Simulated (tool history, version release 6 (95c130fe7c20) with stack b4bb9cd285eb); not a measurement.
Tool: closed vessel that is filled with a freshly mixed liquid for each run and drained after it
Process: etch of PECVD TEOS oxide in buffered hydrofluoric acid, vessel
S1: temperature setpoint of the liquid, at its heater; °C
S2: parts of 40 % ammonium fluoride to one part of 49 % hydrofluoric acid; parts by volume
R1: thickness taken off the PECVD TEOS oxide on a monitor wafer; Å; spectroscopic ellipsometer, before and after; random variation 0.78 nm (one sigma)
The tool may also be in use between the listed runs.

{"run": 1, "day": 0.0, "S1": 23.0, "S2": 13, "time in the liquid (s)": 100, "R1": 1142.2}
{"run": 2, "day": 0.25, "S1": 23.0, "S2": 15, "time in the liquid (s)": 100, "R1": 1002.0}
{"run": 3, "day": 0.496, "S1": 22.0, "S2": 15, "time in the liquid (s)": 100, "R1": 931.25}
{"run": 4, "day": 0.7, "S1": 21.5, "S2": 15, "time in the liquid (s)": 100, "R1": 910.88}
{"run": 5, "day": 0.742, "S1": 21.0, "S2": 15, "time in the liquid (s)": 100, "R1": 893.84}
{"run": 6, "day": 1.0, "S1": 21.0, "S2": 18, "time in the liquid (s)": 100, "R1": 755.21}

Run 7 comes next. What will it give?
{"run": 7, "day": 1.25, "S1": 21.5, "S2": 18, "time in the liquid (s)": 100, "R1": "?"}

R1: 758.21 Å

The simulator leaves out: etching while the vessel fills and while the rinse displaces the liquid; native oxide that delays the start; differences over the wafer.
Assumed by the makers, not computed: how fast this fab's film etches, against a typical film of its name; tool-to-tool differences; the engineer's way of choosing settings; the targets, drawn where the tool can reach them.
